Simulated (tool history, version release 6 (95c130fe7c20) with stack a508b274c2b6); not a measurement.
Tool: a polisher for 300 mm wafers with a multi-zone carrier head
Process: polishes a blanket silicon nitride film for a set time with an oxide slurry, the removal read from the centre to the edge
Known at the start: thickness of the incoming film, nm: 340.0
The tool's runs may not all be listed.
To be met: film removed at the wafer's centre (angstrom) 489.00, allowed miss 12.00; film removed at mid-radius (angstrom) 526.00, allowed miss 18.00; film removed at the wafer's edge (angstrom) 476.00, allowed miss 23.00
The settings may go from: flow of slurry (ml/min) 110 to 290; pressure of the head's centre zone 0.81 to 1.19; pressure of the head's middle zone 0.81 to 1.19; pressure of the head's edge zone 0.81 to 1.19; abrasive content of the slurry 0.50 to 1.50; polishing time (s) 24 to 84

| run | hour | flow of slurry (ml/min) | pressure of the head's centre zone | pressure of the head's middle zone | pressure of the head's edge zone | abrasive content of the slurry | polishing time (s) | film removed at the wafer's centre (angstrom) | film removed at mid-radius (angstrom) | film removed at the wafer's edge (angstrom) |
|---|---|---|---|---|---|---|---|---|---|---|
| 1 | 0.0 | 185 | 1.00 | 1.00 | 1.00 | 1.00 | 54 | 340.76 | 338.40 | 341.09 |
| 2 | 7.5 | 200 | 1.02 | 1.05 | 1.03 | 1.15 | 54 | 383.92 | 383.14 | 373.74 |
| 3 | 14.5 | 200 | 1.02 | 1.05 | 1.03 | 1.15 | 59 | 418.68 | 416.26 | 414.23 |
| 4 | 23.1 | 215 | 1.02 | 1.09 | 1.04 | 1.20 | 59 | 431.81 | 439.07 | 424.36 |
| 5 | 25.9 | 220 | 1.02 | 1.11 | 1.04 | 1.25 | 59 | 449.49 | 467.92 | 441.29 |
| 6 | 29.0 | 220 | 0.96 | 1.11 | 1.04 | 1.25 | 59 | 419.09 | 457.70 | 440.26 |
| 7 | 31.1 | 220 | 0.96 | 1.11 | 1.04 | 1.25 | 59 | 416.29 | 454.30 | 431.86 |
| 8 | 33.6 | 230 | 0.98 | 1.13 | 1.05 | 1.25 | 59 | 427.45 | 472.34 | 435.36 |

Which of these 4 next moves meets every target?
| A | 36.1 | 245 | 0.97 | 1.10 | 0.93 | 1.25 | 67 | ? | ? | ? |
| B | 36.1 | 205 | 0.84 | 1.06 | 1.19 | 1.40 | 57 | ? | ? | ? |
| C | 36.1 | 205 | 0.93 | 0.99 | 1.07 | 1.15 | 59 | ? | ? | ? |
| D | 36.1 | 230 | 0.94 | 1.19 | 1.03 | 1.30 | 64 | ? | ? | ? |

| move | film removed at the wafer's centre (angstrom) | film removed at mid-radius (angstrom) | film removed at the wafer's edge (angstrom) |
|---|---|---|---|
| A | 487.82 | 530.83 | 484.84 |
| B | 367.62 | 450.73 | 483.48 |
| C | 384.05 | 403.07 | 431.60 |
| D | 455.99 | 545.32 | 492.43 |
A: meets every target
B: further off than the last run
C: further off than the last run
D: nearer than the last run, and not there yet
Move A is the one to make.

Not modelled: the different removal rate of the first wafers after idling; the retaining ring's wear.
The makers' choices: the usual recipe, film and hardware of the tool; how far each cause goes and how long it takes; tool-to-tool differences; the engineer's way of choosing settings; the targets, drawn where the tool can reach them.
